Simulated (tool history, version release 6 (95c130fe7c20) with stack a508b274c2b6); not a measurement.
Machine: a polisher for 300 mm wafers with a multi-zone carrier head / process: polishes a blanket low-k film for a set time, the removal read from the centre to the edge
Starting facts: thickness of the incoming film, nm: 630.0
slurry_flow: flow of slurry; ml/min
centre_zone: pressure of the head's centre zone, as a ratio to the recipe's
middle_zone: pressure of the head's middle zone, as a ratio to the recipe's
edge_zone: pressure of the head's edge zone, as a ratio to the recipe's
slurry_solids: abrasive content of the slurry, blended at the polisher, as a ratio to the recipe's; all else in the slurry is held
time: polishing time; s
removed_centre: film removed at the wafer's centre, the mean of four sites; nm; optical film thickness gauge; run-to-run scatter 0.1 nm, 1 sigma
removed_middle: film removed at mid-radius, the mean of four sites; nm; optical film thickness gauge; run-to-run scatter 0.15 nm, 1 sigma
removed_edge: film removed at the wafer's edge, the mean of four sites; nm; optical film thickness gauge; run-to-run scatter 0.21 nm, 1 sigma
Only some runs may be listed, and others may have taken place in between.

run  hour  slurry_flow  centre_zone  middle_zone  edge_zone  slurry_solids  time  removed_centre  removed_middle  removed_edge
  1   0.0          275         1.00         1.00       1.00           1.00    82          18.317          18.122        18.638
  2   3.2          315         1.00         1.00       1.00           1.00    82          18.577          18.656        18.703
  3   5.6          300         0.95         0.98       0.97           0.95    82          17.106          17.350        18.081
  4   7.9          300         0.95         0.98       0.97           1.10    82          18.798          19.065        19.159
  5  10.4          300         0.95         0.98       0.97           1.10    71          16.108          16.576        16.477
  6  13.1          280         0.92         0.98       0.98           1.10    71          15.503          16.283        16.818

Estimate the outcome of run 7 from the log above:
  7  20.6          270         0.90         0.99       0.97           1.10    71               ?               ?             ?

removed_centre: 15.011 nm
removed_middle: 16.345 nm
removed_edge: 16.634 nm

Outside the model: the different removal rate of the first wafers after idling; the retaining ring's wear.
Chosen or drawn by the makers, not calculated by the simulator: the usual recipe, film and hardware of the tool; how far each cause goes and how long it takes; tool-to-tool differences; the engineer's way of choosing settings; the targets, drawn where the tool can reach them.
